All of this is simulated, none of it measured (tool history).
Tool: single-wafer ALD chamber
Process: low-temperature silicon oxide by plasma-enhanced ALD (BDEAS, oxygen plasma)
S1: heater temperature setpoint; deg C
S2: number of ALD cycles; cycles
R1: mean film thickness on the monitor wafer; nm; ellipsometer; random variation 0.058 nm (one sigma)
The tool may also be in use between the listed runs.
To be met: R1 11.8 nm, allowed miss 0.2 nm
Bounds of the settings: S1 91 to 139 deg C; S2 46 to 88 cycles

run  hour   S1  S2      R1
  1     0  115  67  9.7016
  2   6.9  115  58  8.3751
  3     8  107  58  8.5329
  4  16.4  107  52  7.6186
  5  22.5  107  55  8.0975
  6    27  114  55  7.9806
  7  32.2  113  57  8.2944
  8  38.5  113  59  8.5994
  9  42.9  113  61  8.8813
 10  45.4  113  63  9.1015
     47.8  -- thermocouple changed; heater temperature recalibrated
 11  47.8  113  65  9.4821
 12  50.9  112  66  9.7386
 13  54.3  111  67   9.911

5 next moves are on the table. One of them brings every result within its allowed miss. Which?
  A  57.7  102  79   ?
  B  57.7  117  78   ?
  C  57.7   98  80   ?
  D  57.7  104  76   ?
  E  57.7  119  78   ?

move      R1
   A  11.803
   B    11.3
   C  12.136
   D  11.309
   E  11.253
A: meets every target
B: nearer than the last run, and not there yet
C: takes the result that was furthest off past its target
D: nearer than the last run, and not there yet
E: nearer than the last run, and not there yet
Answer: A

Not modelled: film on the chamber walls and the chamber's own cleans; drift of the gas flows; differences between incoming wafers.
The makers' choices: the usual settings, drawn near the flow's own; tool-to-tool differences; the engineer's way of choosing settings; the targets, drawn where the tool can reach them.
